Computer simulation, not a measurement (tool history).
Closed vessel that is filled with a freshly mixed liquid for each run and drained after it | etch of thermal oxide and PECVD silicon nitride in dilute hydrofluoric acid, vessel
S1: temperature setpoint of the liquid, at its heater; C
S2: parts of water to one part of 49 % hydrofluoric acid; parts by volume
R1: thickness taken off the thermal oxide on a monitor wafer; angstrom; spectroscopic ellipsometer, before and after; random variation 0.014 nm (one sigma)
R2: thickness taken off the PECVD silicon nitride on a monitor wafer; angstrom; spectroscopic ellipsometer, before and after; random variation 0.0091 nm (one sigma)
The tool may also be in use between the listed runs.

run 1 hour=0.0 | S1=25.0 S2=125 time_in_the_liquid_(s)=135 | R1=43.939 R2=30.083
run 2 hour=6.6 | S1=25.0 S2=125 time_in_the_liquid_(s)=180 | R1=58.302 R2=39.925
run 3 hour=12.7 | S1=26.5 S2=125 time_in_the_liquid_(s)=180 | R1=62.463 R2=44.145
run 4 hour=20.9 | S1=24.5 S2=125 time_in_the_liquid_(s)=180 | R1=57.572 R2=38.807
run 5 hour=30.1 | S1=24.0 S2=150 time_in_the_liquid_(s)=170 | R1=43.063 R2=29.487
run 6 hour=39.1 | S1=26.0 S2=150 time_in_the_liquid_(s)=170 | R1=47.293 R2=33.488
run 7 hour=46.1 | S1=25.0 S2=170 time_in_the_liquid_(s)=155 | R1=34.894 R2=25.393

Forecast run 8:
run 8 hour=50.4 | S1=24.0 S2=185 time_in_the_liquid_(s)=150 | R1=? R2=?

{"run 8": {"R1": 29.681, "R2": 21.231}}

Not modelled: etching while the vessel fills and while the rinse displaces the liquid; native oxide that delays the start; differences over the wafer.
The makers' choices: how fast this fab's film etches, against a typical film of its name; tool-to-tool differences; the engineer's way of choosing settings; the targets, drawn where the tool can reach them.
